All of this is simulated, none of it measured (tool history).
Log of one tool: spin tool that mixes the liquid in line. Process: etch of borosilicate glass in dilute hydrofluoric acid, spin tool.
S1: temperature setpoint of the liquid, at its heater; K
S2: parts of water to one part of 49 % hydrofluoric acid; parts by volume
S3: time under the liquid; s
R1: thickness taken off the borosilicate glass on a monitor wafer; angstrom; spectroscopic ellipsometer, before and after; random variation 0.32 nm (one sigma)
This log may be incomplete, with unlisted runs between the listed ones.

{"run": 1, "hour": 0.0, "S1": 293.15, "S2": 185, "S3": 325, "R1": 469.12}
{"run": 2, "hour": 2.3, "S1": 295.15, "S2": 170, "S3": 325, "R1": 559.14}
{"run": 3, "hour": 6.2, "S1": 295.15, "S2": 170, "S3": 325, "R1": 561.23}
{"run": 4, "hour": 9.5, "S1": 295.15, "S2": 170, "S3": 325, "R1": 558.64}
{"run": 5, "hour": 10.5, "S1": 295.15, "S2": 170, "S3": 325, "R1": 562.11}
{"run": 6, "hour": 18.3, "S1": 296.65, "S2": 160, "S3": 325, "R1": 640.86}
{"run": 7, "hour": 21.4, "S1": 297.65, "S2": 155, "S3": 325, "R1": 683.19}
{"run": 8, "hour": 25.4, "S1": 298.65, "S2": 150, "S3": 325, "R1": 744.96}
{"run": 9, "hour": 27.2, "S1": 298.65, "S2": 150, "S3": 325, "R1": 745.09}
{"run": 10, "hour": 32.9, "S1": 299.15, "S2": 145, "S3": 325, "R1": 787.64}

What does the tool deliver on the next run?
{"run": 11, "hour": 38.9, "S1": 299.65, "S2": 145, "S3": 325, "R1": "?"}

Run 11 came out at R1 804.14 angstrom.
